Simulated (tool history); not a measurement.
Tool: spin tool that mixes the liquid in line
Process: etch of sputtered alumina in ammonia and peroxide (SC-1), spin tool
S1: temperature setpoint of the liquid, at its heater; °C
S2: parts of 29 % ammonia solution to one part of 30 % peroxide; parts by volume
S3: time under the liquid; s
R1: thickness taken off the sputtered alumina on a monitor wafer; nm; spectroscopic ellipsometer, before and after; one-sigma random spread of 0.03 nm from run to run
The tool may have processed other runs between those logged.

run 1 day=0 | S1=49 S2=0.7 S3=65 | R1=2.8364
run 2 day=0.242 | S1=44 S2=0.7 S3=65 | R1=2.1545
run 3 day=0.421 | S1=44 S2=0.7 S3=65 | R1=2.1415
run 4 day=0.512 | S1=47.5 S2=0.7 S3=65 | R1=2.6401
run 5 day=0.583 | S1=47.5 S2=0.6 S3=65 | R1=2.5435
run 6 day=0.708 | S1=50 S2=0.6 S3=65 | R1=2.9725
run 7 day=0.938 | S1=52 S2=0.6 S3=65 | R1=3.2886

Expected results for the next run?
run 8 day=1.171 | S1=59.5 S2=0.6 S3=65 | R1=?

{"run 8": {"R1": 4.9596}}

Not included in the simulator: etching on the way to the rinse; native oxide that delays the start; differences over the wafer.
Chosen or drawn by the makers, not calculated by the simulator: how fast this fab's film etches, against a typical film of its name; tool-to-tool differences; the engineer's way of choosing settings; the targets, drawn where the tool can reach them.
